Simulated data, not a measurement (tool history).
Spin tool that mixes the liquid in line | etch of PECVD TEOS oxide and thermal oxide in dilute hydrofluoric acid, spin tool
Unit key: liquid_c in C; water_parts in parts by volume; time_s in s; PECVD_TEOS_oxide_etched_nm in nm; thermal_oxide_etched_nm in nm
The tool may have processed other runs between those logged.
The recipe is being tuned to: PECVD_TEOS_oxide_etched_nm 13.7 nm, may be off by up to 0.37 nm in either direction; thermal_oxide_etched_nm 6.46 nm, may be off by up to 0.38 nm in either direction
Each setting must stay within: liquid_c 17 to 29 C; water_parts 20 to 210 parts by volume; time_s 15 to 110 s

Run 1, hour 0: liquid_c 21 C, water_parts 115 parts by volume, time_s 55 s. Result: PECVD_TEOS_oxide_etched_nm 4.2209 nm, thermal_oxide_etched_nm 2.0813 nm.
Run 2, hour 4: liquid_c 23 C, water_parts 95 parts by volume, time_s 55 s. Result: PECVD_TEOS_oxide_etched_nm 5.7112 nm, thermal_oxide_etched_nm 2.5817 nm.
Run 3, hour 7.1: liquid_c 23 C, water_parts 95 parts by volume, time_s 75 s. Result: PECVD_TEOS_oxide_etched_nm 7.7776 nm, thermal_oxide_etched_nm 3.7182 nm.
Run 4, hour 9.6: liquid_c 23.5 C, water_parts 85 parts by volume, time_s 75 s. Result: PECVD_TEOS_oxide_etched_nm 8.9191 nm, thermal_oxide_etched_nm 4.1906 nm.
Run 5, hour 11.2: liquid_c 23.5 C, water_parts 85 parts by volume, time_s 90 s. Result: PECVD_TEOS_oxide_etched_nm 10.841 nm, thermal_oxide_etched_nm 5.0232 nm.
Run 6, hour 12.5: liquid_c 24.5 C, water_parts 85 parts by volume, time_s 90 s. Result: PECVD_TEOS_oxide_etched_nm 11.186 nm, thermal_oxide_etched_nm 5.2553 nm.
Run 7, hour 14.6: liquid_c 25.5 C, water_parts 85 parts by volume, time_s 90 s. Result: PECVD_TEOS_oxide_etched_nm 11.791 nm, thermal_oxide_etched_nm 5.4 nm.
Run 8, hour 22.3: liquid_c 27.5 C, water_parts 75 parts by volume, time_s 90 s. Result: PECVD_TEOS_oxide_etched_nm 14.483 nm, thermal_oxide_etched_nm 6.857 nm.
Run 9, hour 29.5: liquid_c 27 C, water_parts 75 parts by volume, time_s 90 s. Result: PECVD_TEOS_oxide_etched_nm 14.116 nm, thermal_oxide_etched_nm 6.7412 nm.

Below are 4 possible settings for the next run. Only one of them brings all results inside the allowed miss of their targets. Which is it?
Run A, hour 36.7: liquid_c 28 C, water_parts 80 parts by volume, time_s 95 s. Result: PECVD_TEOS_oxide_etched_nm ?, thermal_oxide_etched_nm ?.
Run B, hour 36.7: liquid_c 29 C, water_parts 75 parts by volume, time_s 85 s. Result: PECVD_TEOS_oxide_etched_nm ?, thermal_oxide_etched_nm ?.
Run C, hour 36.7: liquid_c 29 C, water_parts 70 parts by volume, time_s 75 s. Result: PECVD_TEOS_oxide_etched_nm ?, thermal_oxide_etched_nm ?.
Run D, hour 36.7: liquid_c 29 C, water_parts 45 parts by volume, time_s 50 s. Result: PECVD_TEOS_oxide_etched_nm ?, thermal_oxide_etched_nm ?.

move  PECVD_TEOS_oxide_etched_nm  thermal_oxide_etched_nm
   A                      14.565                   6.9198
   B                      14.553                   6.9139
   C                      13.858                   6.5837
   D                      14.914                   7.0853
A: moves away from the targets compared with the last run
B: moves away from the targets compared with the last run
C: all results land within tolerance of their targets
D: moves away from the targets compared with the last run
So the answer is move C, the one that meets all the targets.

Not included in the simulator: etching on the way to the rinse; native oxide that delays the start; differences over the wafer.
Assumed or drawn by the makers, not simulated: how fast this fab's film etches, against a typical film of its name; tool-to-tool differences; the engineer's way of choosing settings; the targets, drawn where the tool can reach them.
